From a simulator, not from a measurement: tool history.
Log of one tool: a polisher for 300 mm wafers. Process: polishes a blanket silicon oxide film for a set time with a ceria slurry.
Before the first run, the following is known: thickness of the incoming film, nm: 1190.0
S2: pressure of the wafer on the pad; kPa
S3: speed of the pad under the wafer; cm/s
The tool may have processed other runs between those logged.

run 1 hour=0.0 | flow_of_slurry_(ml/min)=295 S2=16.5 S3=84 polishing_time_(s)=63 | film_removed_(Å)=1470.6
run 2 hour=3.3 | flow_of_slurry_(ml/min)=295 S2=15.9 S3=84 polishing_time_(s)=63 | film_removed_(Å)=1454.1
run 3 hour=6.6 | flow_of_slurry_(ml/min)=295 S2=15.9 S3=84 polishing_time_(s)=58 | film_removed_(Å)=1322.6
run 4 hour=10.7 | flow_of_slurry_(ml/min)=295 S2=15.2 S3=84 polishing_time_(s)=58 | film_removed_(Å)=1286.3
run 5 hour=13.0 | flow_of_slurry_(ml/min)=295 S2=15.2 S3=84 polishing_time_(s)=63 | film_removed_(Å)=1385.2
run 6 hour=17.4 | flow_of_slurry_(ml/min)=295 S2=14.5 S3=84 polishing_time_(s)=63 | film_removed_(Å)=1347.0
run 7 hour=20.5 | flow_of_slurry_(ml/min)=295 S2=13.8 S3=84 polishing_time_(s)=63 | film_removed_(Å)=1294.8
run 8 hour=22.6 | flow_of_slurry_(ml/min)=295 S2=13.1 S3=84 polishing_time_(s)=63 | film_removed_(Å)=1226.6

Estimate the outcome of run 9 from the log above:
run 9 hour=27.0 | flow_of_slurry_(ml/min)=295 S2=12.4 S3=84 polishing_time_(s)=63 | film_removed_(Å)=?

{"run 9": {"film removed (Å)": 1204.0}}
